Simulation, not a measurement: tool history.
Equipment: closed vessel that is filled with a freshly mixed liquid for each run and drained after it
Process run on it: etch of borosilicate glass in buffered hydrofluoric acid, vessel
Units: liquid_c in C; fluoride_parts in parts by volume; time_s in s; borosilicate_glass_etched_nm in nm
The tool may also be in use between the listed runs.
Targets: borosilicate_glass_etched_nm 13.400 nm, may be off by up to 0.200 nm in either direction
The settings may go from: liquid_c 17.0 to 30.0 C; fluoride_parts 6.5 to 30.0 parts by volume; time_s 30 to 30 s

run,hour,liquid_c,fluoride_parts,time_s,borosilicate_glass_etched_nm
1,0.0,22.0,19.5,30,16.789
2,3.1,21.5,19.5,30,16.210
3,8.9,21.5,19.5,30,16.262
4,16.2,21.5,19.5,30,16.196
5,21.0,21.5,19.5,30,16.285
6,25.8,21.0,19.5,30,15.728
7,28.0,20.5,19.5,30,15.479
8,31.9,20.0,19.5,30,14.917
9,33.0,19.5,19.5,30,14.588
10,34.4,17.5,19.5,30,13.067

Which single option among these 5 for the next run brings every result within its allowed miss of target? Just one does.
A,35.8,18.5,21.5,30,?
B,35.8,17.0,19.0,30,?
C,35.8,19.0,22.0,30,?
D,35.8,17.0,18.5,30,?
E,35.8,18.0,21.0,30,?

move,borosilicate_glass_etched_nm
A,12.825
B,13.054
C,12.977
D,13.405
E,12.679
A: the biggest miss grows against the last run
B: neither nearer nor further off than the last run
C: the biggest miss grows against the last run
D: all results in spec
E: the biggest miss grows against the last run
D meets every target.
